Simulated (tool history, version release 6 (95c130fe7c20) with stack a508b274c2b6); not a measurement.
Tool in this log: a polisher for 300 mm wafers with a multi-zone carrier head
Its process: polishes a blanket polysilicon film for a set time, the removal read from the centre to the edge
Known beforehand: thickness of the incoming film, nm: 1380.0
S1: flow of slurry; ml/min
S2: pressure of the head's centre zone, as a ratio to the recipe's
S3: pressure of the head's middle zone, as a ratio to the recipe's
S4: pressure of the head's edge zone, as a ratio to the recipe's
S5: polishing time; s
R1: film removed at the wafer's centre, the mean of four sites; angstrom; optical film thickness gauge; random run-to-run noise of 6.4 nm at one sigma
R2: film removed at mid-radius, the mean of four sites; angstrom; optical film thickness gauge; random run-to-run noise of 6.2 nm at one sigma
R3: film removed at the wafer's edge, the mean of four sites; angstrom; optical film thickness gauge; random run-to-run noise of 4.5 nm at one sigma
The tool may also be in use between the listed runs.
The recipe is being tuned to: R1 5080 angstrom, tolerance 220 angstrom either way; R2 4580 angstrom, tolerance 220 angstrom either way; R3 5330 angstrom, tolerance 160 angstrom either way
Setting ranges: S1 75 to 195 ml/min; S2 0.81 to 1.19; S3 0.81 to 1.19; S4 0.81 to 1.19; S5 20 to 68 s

Run 1, hour 0: S1 125 ml/min, S2 1, S3 1, S4 1, S5 44 s. Result: R1 3790 angstrom, R2 3899.8 angstrom, R3 3901.2 angstrom.
Run 2, hour 7: S1 130 ml/min, S2 1.01, S3 0.99, S4 1.02, S5 45 s. Result: R1 4047.5 angstrom, R2 3943.5 angstrom, R3 4053.8 angstrom.
Run 3, hour 15: S1 105 ml/min, S2 1.01, S3 0.99, S4 1.02, S5 45 s. Result: R1 3887.3 angstrom, R2 3711.2 angstrom, R3 3905.3 angstrom.
Run 4, hour 18.7: S1 105 ml/min, S2 1.01, S3 1.07, S4 1.02, S5 45 s. Result: R1 3793.5 angstrom, R2 4022.1 angstrom, R3 3972 angstrom.
Run 5, hour 27.1: S1 110 ml/min, S2 1.01, S3 1.06, S4 1.04, S5 46 s. Result: R1 3991.4 angstrom, R2 4121 angstrom, R3 4063.7 angstrom.
Run 6, hour 27.6: S1 110 ml/min, S2 1.01, S3 1.06, S4 1.04, S5 35 s. Result: R1 2984.9 angstrom, R2 3190.9 angstrom, R3 3142.3 angstrom.
Run 7, hour 31.3: S1 115 ml/min, S2 1.01, S3 1.04, S4 1.06, S5 38 s. Result: R1 3262.6 angstrom, R2 3330.8 angstrom, R3 3440.5 angstrom.
Run 8, hour 39: S1 120 ml/min, S2 1.01, S3 1.04, S4 1.08, S5 40 s. Result: R1 3577.3 angstrom, R2 3531.6 angstrom, R3 3708 angstrom.
Run 9, hour 44.7: S1 125 ml/min, S2 1, S3 1.04, S4 1.1, S5 41 s. Result: R1 3561.7 angstrom, R2 3729.5 angstrom, R3 3835.7 angstrom.
Run 10, hour 49.2: S1 130 ml/min, S2 1, S3 1.03, S4 1.11, S5 42 s. Result: R1 3689.9 angstrom, R2 3721.1 angstrom, R3 3908.7 angstrom.
Run 11, hour 53.8: S1 125 ml/min, S2 1.02, S3 0.96, S4 1.19, S5 54 s. Result: R1 4932.2 angstrom, R2 4620.7 angstrom, R3 5192.6 angstrom.
Run 12, hour 56.6: S1 125 ml/min, S2 1.02, S3 0.95, S4 1.19, S5 54 s. Result: R1 4710.7 angstrom, R2 4496.4 angstrom, R3 5258.6 angstrom.
Run 13, hour 61.1: S1 125 ml/min, S2 1.02, S3 0.95, S4 1.19, S5 54 s. Result: R1 4847 angstrom, R2 4472.9 angstrom, R3 5236.2 angstrom.

Which of these 4 next moves meets every target?
Run A, hour 65.6: S1 105 ml/min, S2 0.96, S3 0.94, S4 1.11, S5 57 s. Result: R1 ?, R2 ?, R3 ?.
Run B, hour 65.6: S1 120 ml/min, S2 1.04, S3 0.92, S4 1.15, S5 56 s. Result: R1 ?, R2 ?, R3 ?.
Run C, hour 65.6: S1 100 ml/min, S2 0.99, S3 0.81, S4 1.19, S5 59 s. Result: R1 ?, R2 ?, R3 ?.
Run D, hour 65.6: S1 115 ml/min, S2 0.94, S3 0.99, S4 1.19, S5 57 s. Result: R1 ?, R2 ?, R3 ?.

move      R1      R2      R3
   A  4512.6  4506.3  5211.8
   B  4954.9  4473.8  5312.3
   C  4757.4  4146.1  5561.5
   D  4513.8  4769.6  5468.3
A: lands further from the targets than the last run did
B: meets every target
C: lands further from the targets than the last run did
D: lands further from the targets than the last run did
The right move is B.
